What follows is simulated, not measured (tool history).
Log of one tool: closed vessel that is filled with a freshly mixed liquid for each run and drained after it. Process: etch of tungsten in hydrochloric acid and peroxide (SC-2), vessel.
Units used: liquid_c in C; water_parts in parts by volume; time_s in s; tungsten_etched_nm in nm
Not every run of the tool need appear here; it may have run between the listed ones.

run 1 hour=0 | liquid_c=63 water_parts=11 time_s=30 | tungsten_etched_nm=15.595
run 2 hour=9.1 | liquid_c=63 water_parts=11 time_s=30 | tungsten_etched_nm=15.551
run 3 hour=14.8 | liquid_c=67.5 water_parts=11 time_s=30 | tungsten_etched_nm=20.205
run 4 hour=22.6 | liquid_c=63 water_parts=11 time_s=30 | tungsten_etched_nm=15.653
run 5 hour=29.3 | liquid_c=63 water_parts=11 time_s=30 | tungsten_etched_nm=15.529
run 6 hour=33.1 | liquid_c=59.5 water_parts=11 time_s=30 | tungsten_etched_nm=12.597

What will run 7 give?
run 7 hour=36.5 | liquid_c=59.5 water_parts=11 time_s=30 | tungsten_etched_nm=?

tungsten_etched_nm: 12.292 nm

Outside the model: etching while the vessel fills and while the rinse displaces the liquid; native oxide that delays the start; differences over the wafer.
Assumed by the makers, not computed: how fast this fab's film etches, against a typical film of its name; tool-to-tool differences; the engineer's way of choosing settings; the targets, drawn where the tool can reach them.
